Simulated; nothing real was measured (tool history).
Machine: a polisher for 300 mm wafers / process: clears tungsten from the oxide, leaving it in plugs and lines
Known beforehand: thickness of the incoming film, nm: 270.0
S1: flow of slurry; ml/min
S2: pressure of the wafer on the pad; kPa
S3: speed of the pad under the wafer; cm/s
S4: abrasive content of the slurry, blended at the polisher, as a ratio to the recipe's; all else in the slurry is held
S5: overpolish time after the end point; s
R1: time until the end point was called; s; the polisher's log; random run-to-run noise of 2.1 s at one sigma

Run 1, day 0.000: S1 225 ml/min, S2 25.5 kPa, S3 94 cm/s, S4 1.0, S5 7 s. Result: R1 66.671 s.
Run 2, day 0.104: S1 225 ml/min, S2 21.4 kPa, S3 90 cm/s, S4 1.0, S5 7 s. Result: R1 78.541 s.
Run 3, day 0.212: S1 225 ml/min, S2 21.4 kPa, S3 90 cm/s, S4 1.0, S5 7 s. Result: R1 78.103 s.
Run 4, day 0.562: S1 170 ml/min, S2 21.4 kPa, S3 90 cm/s, S4 1.0, S5 7 s. Result: R1 82.390 s.
Run 5, day 0.846: S1 170 ml/min, S2 24.8 kPa, S3 90 cm/s, S4 1.0, S5 7 s. Result: R1 72.109 s.
Run 6, day 1.004: S1 170 ml/min, S2 29.6 kPa, S3 90 cm/s, S4 1.0, S5 7 s. Result: R1 64.315 s.
Run 7, day 1.342: S1 170 ml/min, S2 29.6 kPa, S3 90 cm/s, S4 1.0, S5 7 s. Result: R1 64.631 s.

Run 8, settings as shown, results not yet in. Your forecast:
Run 8, day 1.488: S1 165 ml/min, S2 24.8 kPa, S3 82 cm/s, S4 1.0, S5 7 s. Result: R1 ?.

Logged for run 8: R1 82.058 s.
